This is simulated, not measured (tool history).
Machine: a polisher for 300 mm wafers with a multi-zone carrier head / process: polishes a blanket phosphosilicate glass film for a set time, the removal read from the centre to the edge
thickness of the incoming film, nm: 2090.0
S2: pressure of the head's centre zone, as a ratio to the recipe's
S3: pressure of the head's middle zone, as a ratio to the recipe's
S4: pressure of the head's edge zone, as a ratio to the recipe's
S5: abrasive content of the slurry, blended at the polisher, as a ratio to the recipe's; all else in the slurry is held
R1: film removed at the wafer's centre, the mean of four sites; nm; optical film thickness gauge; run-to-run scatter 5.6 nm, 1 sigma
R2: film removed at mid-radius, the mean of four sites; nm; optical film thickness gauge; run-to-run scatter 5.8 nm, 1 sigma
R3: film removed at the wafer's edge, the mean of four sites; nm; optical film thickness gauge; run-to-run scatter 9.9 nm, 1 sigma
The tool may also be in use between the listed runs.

run 1 hour=0 | flow_of_slurry_(ml/min)=130 S2=1 S3=1 S4=1 S5=1 polishing_time_(s)=76 | R1=702.91 R2=696.01 R3=714.91
run 2 hour=3.8 | flow_of_slurry_(ml/min)=130 S2=1 S3=0.96 S4=1 S5=1 polishing_time_(s)=76 | R1=694.82 R2=674.34 R3=715.36
run 3 hour=6.5 | flow_of_slurry_(ml/min)=145 S2=1.03 S3=0.95 S4=1.01 S5=1 polishing_time_(s)=76 | R1=741.61 R2=686.96 R3=730.56
run 4 hour=14.5 | flow_of_slurry_(ml/min)=155 S2=1.05 S3=0.93 S4=1.02 S5=1 polishing_time_(s)=76 | R1=766.69 R2=683.61 R3=738.81
run 5 hour=18 | flow_of_slurry_(ml/min)=155 S2=1.05 S3=0.93 S4=1.02 S5=0.9 polishing_time_(s)=76 | R1=721.37 R2=646.9 R3=702.64
run 6 hour=23.2 | flow_of_slurry_(ml/min)=125 S2=1.05 S3=0.93 S4=1.02 S5=0.9 polishing_time_(s)=76 | R1=681.31 R2=631.25 R3=691.5
run 7 hour=28.5 | flow_of_slurry_(ml/min)=125 S2=1.05 S3=0.93 S4=1.02 S5=0.9 polishing_time_(s)=76 | R1=691.37 R2=617.3 R3=672.37
run 8 hour=31.6 | flow_of_slurry_(ml/min)=140 S2=1.08 S3=0.93 S4=1.05 S5=0.9 polishing_time_(s)=76 | R1=722.63 R2=636.02 R3=699.48
run 9 hour=40.2 | flow_of_slurry_(ml/min)=150 S2=1.1 S3=0.93 S4=1.07 S5=0.9 polishing_time_(s)=76 | R1=748.35 R2=651.97 R3=689.32
run 10 hour=41.8 | flow_of_slurry_(ml/min)=155 S2=1.11 S3=0.91 S4=1.07 S5=0.95 polishing_time_(s)=76 | R1=783.92 R2=653.07 R3=725.11
run 11 hour=44 | flow_of_slurry_(ml/min)=160 S2=1.12 S3=0.91 S4=1.08 S5=0.95 polishing_time_(s)=76 | R1=797.05 R2=660.65 R3=722.6
run 12 hour=48.4 | flow_of_slurry_(ml/min)=165 S2=1.12 S3=0.91 S4=1.09 S5=1 polishing_time_(s)=76 | R1=826.11 R2=694.13 R3=750.23
run 13 hour=51.7 | flow_of_slurry_(ml/min)=195 S2=1.15 S3=0.87 S4=1.13 S5=1 polishing_time_(s)=76 | R1=865.1 R2=682.2 R3=780.83
run 14 hour=56.7 | flow_of_slurry_(ml/min)=195 S2=1.16 S3=0.88 S4=1.13 S5=1 polishing_time_(s)=76 | R1=873.62 R2=695.88 R3=779.72

What does the tool deliver on the next run?
run 15 hour=62.4 | flow_of_slurry_(ml/min)=195 S2=1.17 S3=0.88 S4=1.14 S5=1 polishing_time_(s)=76 | R1=? R2=? R3=?

For run 15 the tool returned R1 881.93 nm, R2 681.42 nm, R3 801.17 nm.

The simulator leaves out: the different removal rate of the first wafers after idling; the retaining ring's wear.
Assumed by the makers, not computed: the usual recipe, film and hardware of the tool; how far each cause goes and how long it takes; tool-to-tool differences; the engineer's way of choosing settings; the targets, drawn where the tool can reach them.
